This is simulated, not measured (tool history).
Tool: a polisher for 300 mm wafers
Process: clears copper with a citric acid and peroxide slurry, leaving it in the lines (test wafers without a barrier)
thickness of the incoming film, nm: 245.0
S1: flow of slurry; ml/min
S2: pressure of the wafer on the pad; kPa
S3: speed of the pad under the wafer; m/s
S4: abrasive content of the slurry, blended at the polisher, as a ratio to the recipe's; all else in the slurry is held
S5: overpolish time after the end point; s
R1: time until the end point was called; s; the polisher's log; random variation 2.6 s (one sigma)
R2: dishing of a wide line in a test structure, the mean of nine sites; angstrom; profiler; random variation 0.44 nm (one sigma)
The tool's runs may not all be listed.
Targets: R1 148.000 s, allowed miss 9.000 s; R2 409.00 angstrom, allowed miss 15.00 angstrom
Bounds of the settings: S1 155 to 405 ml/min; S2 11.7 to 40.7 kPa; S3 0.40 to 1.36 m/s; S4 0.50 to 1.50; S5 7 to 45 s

{"run": 1, "hour": 0.0, "S1": 260, "S2": 26.2, "S3": 0.88, "S4": 1.0, "S5": 23, "R1": 105.9, "R2": 363.52}
{"run": 2, "hour": 3.7, "S1": 260, "S2": 26.2, "S3": 0.88, "S4": 0.85, "S5": 23, "R1": 108.27, "R2": 347.72}
{"run": 3, "hour": 4.9, "S1": 265, "S2": 24.8, "S3": 0.88, "S4": 0.9, "S5": 25, "R1": 111.58, "R2": 365.42}
{"run": 4, "hour": 12.0, "S1": 265, "S2": 24.8, "S3": 0.88, "S4": 0.75, "S5": 25, "R1": 118.01, "R2": 350.23}
{"run": 5, "hour": 17.0, "S1": 320, "S2": 24.8, "S3": 0.88, "S4": 0.75, "S5": 25, "R1": 113.1, "R2": 352.7}
{"run": 6, "hour": 19.1, "S1": 320, "S2": 24.8, "S3": 0.88, "S4": 0.85, "S5": 25, "R1": 112.46, "R2": 365.79}
{"run": 7, "hour": 26.6, "S1": 325, "S2": 23.4, "S3": 0.88, "S4": 0.9, "S5": 26, "R1": 116.56, "R2": 378.65}
{"run": 8, "hour": 34.2, "S1": 325, "S2": 22.1, "S3": 0.88, "S4": 0.95, "S5": 27, "R1": 114.19, "R2": 373.33}
{"run": 9, "hour": 37.7, "S1": 320, "S2": 21.4, "S3": 0.86, "S4": 0.95, "S5": 29, "R1": 120.75, "R2": 387.64}

5 next moves are on the table. One of them brings every result within its allowed miss. Which?
{"run": "A", "hour": 41.2, "S1": 265, "S2": 23.4, "S3": 0.66, "S4": 0.9, "S5": 35, "R1": "?", "R2": "?"}
{"run": "B", "hour": 41.2, "S1": 335, "S2": 25.5, "S3": 0.98, "S4": 1.0, "S5": 24, "R1": "?", "R2": "?"}
{"run": "C", "hour": 41.2, "S1": 330, "S2": 22.1, "S3": 0.92, "S4": 1.05, "S5": 29, "R1": "?", "R2": "?"}
{"run": "D", "hour": 41.2, "S1": 355, "S2": 25.5, "S3": 1.08, "S4": 1.05, "S5": 19, "R1": "?", "R2": "?"}
{"run": "E", "hour": 41.2, "S1": 310, "S2": 18.6, "S3": 0.84, "S4": 0.75, "S5": 37, "R1": "?", "R2": "?"}

move=A R1=155.220 R2=373.29
move=B R1=95.094 R2=410.99
move=C R1=110.000 R2=424.80
move=D R1=84.908 R2=370.96
move=E R1=149.060 R2=402.40
A: brings the result that was furthest off to its target, and leaves another outside
B: further off than the last run
C: further off than the last run
D: further off than the last run
E: meets every target
Move E is the one to make.
